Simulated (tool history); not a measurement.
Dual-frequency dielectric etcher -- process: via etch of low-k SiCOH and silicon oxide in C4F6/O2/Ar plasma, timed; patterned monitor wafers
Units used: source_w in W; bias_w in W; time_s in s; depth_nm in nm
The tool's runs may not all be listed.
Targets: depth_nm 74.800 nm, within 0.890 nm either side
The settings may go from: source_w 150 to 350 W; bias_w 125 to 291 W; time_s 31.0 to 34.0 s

| run | hour | source_w | bias_w | time_s | depth_nm |
|---|---|---|---|---|---|
| 1 | 0.0 | 250 | 208 | 34.0 | 63.078 |
| 2 | 3.3 | 220 | 208 | 34.0 | 60.756 |
| 3 | 8.2 | 220 | 208 | 34.0 | 60.754 |
| 4 | 10.2 | 250 | 216 | 34.0 | 63.963 |
| 5 | 15.6 | 250 | 233 | 34.0 | 66.209 |
| 6 | 23.7 | 250 | 233 | 31.0 | 60.234 |
| 7 | 27.4 | 270 | 248 | 31.5 | 64.277 |
| 8 | 31.7 | 290 | 259 | 31.5 | 66.826 |
|  | 36.0 | bias power generator calibrated |
| 9 | 36.0 | 300 | 267 | 31.5 | 69.070 |
| 10 | 39.3 | 310 | 270 | 31.5 | 70.540 |
| 11 | 44.8 | 350 | 273 | 31.5 | 73.330 |
| 12 | 50.2 | 350 | 276 | 31.5 | 73.463 |

Which single option among these 4 for the next run brings every result within its allowed miss of target? Just one does.
| A | 55.6 | 350 | 251 | 32.0 | ? |
| B | 55.6 | 350 | 266 | 31.5 | ? |
| C | 55.6 | 350 | 284 | 32.5 | ? |
| D | 55.6 | 350 | 288 | 31.5 | ? |

| move | depth_nm |
|---|---|
| A | 71.908 |
| B | 72.474 |
| C | 76.796 |
| D | 74.858 |
A: moves away from the targets compared with the last run
B: moves away from the targets compared with the last run
C: takes the biggest miss from the last run beyond its target
D: hits every target within its allowed miss
D is the move that brings every result within its allowed miss.
